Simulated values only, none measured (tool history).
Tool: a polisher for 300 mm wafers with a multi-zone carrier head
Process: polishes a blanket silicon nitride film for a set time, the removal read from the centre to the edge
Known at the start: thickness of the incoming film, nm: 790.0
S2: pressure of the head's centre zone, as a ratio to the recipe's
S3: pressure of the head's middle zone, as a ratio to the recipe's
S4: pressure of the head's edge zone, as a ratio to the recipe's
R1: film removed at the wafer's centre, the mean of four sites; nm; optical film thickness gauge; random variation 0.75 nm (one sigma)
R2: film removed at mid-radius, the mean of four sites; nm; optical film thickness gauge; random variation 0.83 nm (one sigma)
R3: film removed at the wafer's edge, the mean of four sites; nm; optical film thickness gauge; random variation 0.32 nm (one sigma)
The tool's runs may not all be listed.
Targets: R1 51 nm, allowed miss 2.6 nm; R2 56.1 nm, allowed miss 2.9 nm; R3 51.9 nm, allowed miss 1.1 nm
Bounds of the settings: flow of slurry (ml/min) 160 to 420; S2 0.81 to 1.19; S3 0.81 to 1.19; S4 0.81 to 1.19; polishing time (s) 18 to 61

Run 1, day 0: flow of slurry (ml/min) 270, S2 1, S3 1, S4 1, polishing time (s) 39. Result: R1 55.051 nm, R2 55.083 nm, R3 55.471 nm.
Run 2, day 0.1: flow of slurry (ml/min) 265, S2 0.99, S3 1.01, S4 0.99, polishing time (s) 39. Result: R1 52.828 nm, R2 56.525 nm, R3 55.795 nm.
Run 3, day 0.304: flow of slurry (ml/min) 265, S2 0.99, S3 1.01, S4 0.99, polishing time (s) 47. Result: R1 64.602 nm, R2 65.875 nm, R3 67.05 nm.
Run 4, day 0.646: flow of slurry (ml/min) 265, S2 0.99, S3 1.01, S4 0.97, polishing time (s) 46. Result: R1 63.332 nm, R2 67.785 nm, R3 64.336 nm.
Run 5, day 0.742: flow of slurry (ml/min) 260, S2 0.98, S3 0.99, S4 0.95, polishing time (s) 45. Result: R1 61.797 nm, R2 65.002 nm, R3 61.93 nm.
Run 6, day 0.796: flow of slurry (ml/min) 260, S2 1.02, S3 0.99, S4 0.95, polishing time (s) 45. Result: R1 62.939 nm, R2 63.703 nm, R3 62.578 nm.
Run 7, day 0.996: flow of slurry (ml/min) 255, S2 1, S3 0.98, S4 0.94, polishing time (s) 44. Result: R1 60.47 nm, R2 61.063 nm, R3 60.21 nm.
Run 8, day 1.033: flow of slurry (ml/min) 250, S2 0.98, S3 0.97, S4 0.92, polishing time (s) 44. Result: R1 59.042 nm, R2 61.413 nm, R3 59.5 nm.
At day 1.175: slurry nozzle cleaned.
Run 9, day 1.175: flow of slurry (ml/min) 245, S2 0.97, S3 0.96, S4 0.91, polishing time (s) 43. Result: R1 61.429 nm, R2 64.511 nm, R3 60.546 nm.
Run 10, day 1.288: flow of slurry (ml/min) 245, S2 0.98, S3 0.99, S4 0.92, polishing time (s) 42. Result: R1 59.182 nm, R2 64.089 nm, R3 59.558 nm.
Run 11, day 1.488: flow of slurry (ml/min) 250, S2 0.97, S3 0.98, S4 0.92, polishing time (s) 41. Result: R1 58.627 nm, R2 60.896 nm, R3 58.247 nm.
Run 12, day 1.675: flow of slurry (ml/min) 245, S2 0.97, S3 0.99, S4 0.92, polishing time (s) 40. Result: R1 57.15 nm, R2 59.49 nm, R3 56.872 nm.
Run 13, day 1.904: flow of slurry (ml/min) 250, S2 0.95, S3 0.99, S4 0.91, polishing time (s) 39. Result: R1 53.898 nm, R2 57.299 nm, R3 54.938 nm.
Run 14, day 2.254: flow of slurry (ml/min) 255, S2 0.95, S3 0.99, S4 0.9, polishing time (s) 39. Result: R1 54.795 nm, R2 59.646 nm, R3 54.868 nm.
Run 15, day 2.612: flow of slurry (ml/min) 260, S2 0.94, S3 0.99, S4 0.9, polishing time (s) 39. Result: R1 55.484 nm, R2 57.919 nm, R3 54.558 nm.

5 next moves are on the table. One of them brings every result within its allowed miss. Which?
Run A, day 2.971: flow of slurry (ml/min) 190, S2 0.99, S3 1.07, S4 0.98, polishing time (s) 37. Result: R1 ?, R2 ?, R3 ?.
Run B, day 2.971: flow of slurry (ml/min) 420, S2 1.05, S3 0.98, S4 0.81, polishing time (s) 40. Result: R1 ?, R2 ?, R3 ?.
Run C, day 2.971: flow of slurry (ml/min) 285, S2 1, S3 0.98, S4 0.83, polishing time (s) 37. Result: R1 ?, R2 ?, R3 ?.
Run D, day 2.971: flow of slurry (ml/min) 420, S2 0.99, S3 0.94, S4 0.81, polishing time (s) 37. Result: R1 ?, R2 ?, R3 ?.
Run E, day 2.971: flow of slurry (ml/min) 225, S2 1.07, S3 0.97, S4 0.81, polishing time (s) 40. Result: R1 ?, R2 ?, R3 ?.

move      R1      R2      R3
   A  50.975  55.612  52.175
   B  64.806  61.242  56.144
   C  54.911  54.718  51.026
   D  56.479  54.721  51.961
   E  61.433  56.872  53.413
A: meets every target
B: further off than the last run
C: brings the result that was furthest off to its target, and leaves another outside
D: brings the result that was furthest off to its target, and leaves another outside
E: further off than the last run
The right move is A.
